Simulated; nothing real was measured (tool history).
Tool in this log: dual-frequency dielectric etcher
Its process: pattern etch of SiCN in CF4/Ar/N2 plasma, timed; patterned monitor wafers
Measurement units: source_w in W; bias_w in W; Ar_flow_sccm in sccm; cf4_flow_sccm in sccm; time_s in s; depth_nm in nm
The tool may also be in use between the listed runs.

{"run": 1, "hour": 0.0, "source_w": 460, "bias_w": 84, "Ar_flow_sccm": 101, "cf4_flow_sccm": 58, "time_s": 153.5, "depth_nm": 134.41}
{"run": 2, "hour": 1.6, "source_w": 460, "bias_w": 84, "Ar_flow_sccm": 101, "cf4_flow_sccm": 58, "time_s": 153.5, "depth_nm": 134.14}
{"run": 3, "hour": 8.7, "source_w": 460, "bias_w": 84, "Ar_flow_sccm": 101, "cf4_flow_sccm": 58, "time_s": 160.5, "depth_nm": 140.27}
{"run": 4, "hour": 14.3, "source_w": 500, "bias_w": 84, "Ar_flow_sccm": 101, "cf4_flow_sccm": 58, "time_s": 160.5, "depth_nm": 146.37}
{"run": 5, "hour": 22.1, "source_w": 510, "bias_w": 85, "Ar_flow_sccm": 101, "cf4_flow_sccm": 58, "time_s": 160.5, "depth_nm": 148.13}
{"run": 6, "hour": 28.1, "source_w": 510, "bias_w": 79, "Ar_flow_sccm": 101, "cf4_flow_sccm": 58, "time_s": 160.5, "depth_nm": 146.0}
{"run": 7, "hour": 32.4, "source_w": 520, "bias_w": 80, "Ar_flow_sccm": 101, "cf4_flow_sccm": 58, "time_s": 160.5, "depth_nm": 148.85}

Predict the results of run 8:
{"run": 8, "hour": 33.5, "source_w": 530, "bias_w": 80, "Ar_flow_sccm": 101, "cf4_flow_sccm": 58, "time_s": 160.5, "depth_nm": "?"}

depth_nm: 150.91 nm
